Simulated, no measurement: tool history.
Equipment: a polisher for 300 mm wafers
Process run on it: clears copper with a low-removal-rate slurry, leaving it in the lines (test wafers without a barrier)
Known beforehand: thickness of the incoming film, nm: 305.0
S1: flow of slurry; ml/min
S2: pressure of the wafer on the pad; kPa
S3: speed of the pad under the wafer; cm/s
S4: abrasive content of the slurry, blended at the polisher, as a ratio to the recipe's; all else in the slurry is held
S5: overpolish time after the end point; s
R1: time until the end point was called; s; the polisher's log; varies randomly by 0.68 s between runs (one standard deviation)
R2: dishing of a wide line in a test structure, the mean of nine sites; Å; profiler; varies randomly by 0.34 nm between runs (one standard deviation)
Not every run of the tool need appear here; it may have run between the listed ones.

{"run": 1, "day": 0.0, "S1": 280, "S2": 22.1, "S3": 124, "S4": 1.0, "S5": 27, "R1": 78.62, "R2": 352.8}
{"run": 2, "day": 0.258, "S1": 280, "S2": 22.1, "S3": 124, "S4": 1.0, "S5": 22, "R1": 78.815, "R2": 338.75}
{"run": 3, "day": 0.592, "S1": 325, "S2": 22.1, "S3": 124, "S4": 1.0, "S5": 22, "R1": 78.009, "R2": 334.82}
{"run": 4, "day": 0.621, "S1": 325, "S2": 22.1, "S3": 102, "S4": 1.0, "S5": 22, "R1": 93.485, "R2": 305.79}
{"run": 5, "day": 0.908, "S1": 325, "S2": 22.1, "S3": 102, "S4": 1.0, "S5": 16, "R1": 95.186, "R2": 259.69}
{"run": 6, "day": 1.258, "S1": 325, "S2": 17.9, "S3": 102, "S4": 1.0, "S5": 16, "R1": 116.14, "R2": 224.3}
{"run": 7, "day": 1.625, "S1": 330, "S2": 24.1, "S3": 106, "S4": 1.0, "S5": 9, "R1": 82.21, "R2": 193.21}
{"run": 8, "day": 1.817, "S1": 330, "S2": 24.1, "S3": 106, "S4": 1.0, "S5": 11, "R1": 82.021, "R2": 225.88}
{"run": 9, "day": 2.171, "S1": 330, "S2": 24.8, "S3": 106, "S4": 1.0, "S5": 12, "R1": 81.583, "R2": 242.26}

Run 10 comes next. What will it give?
{"run": 10, "day": 2.321, "S1": 335, "S2": 27.6, "S3": 104, "S4": 1.0, "S5": 18, "R1": "?", "R2": "?"}

Logged for run 10: R1 74.288 s, R2 317.42 Å.
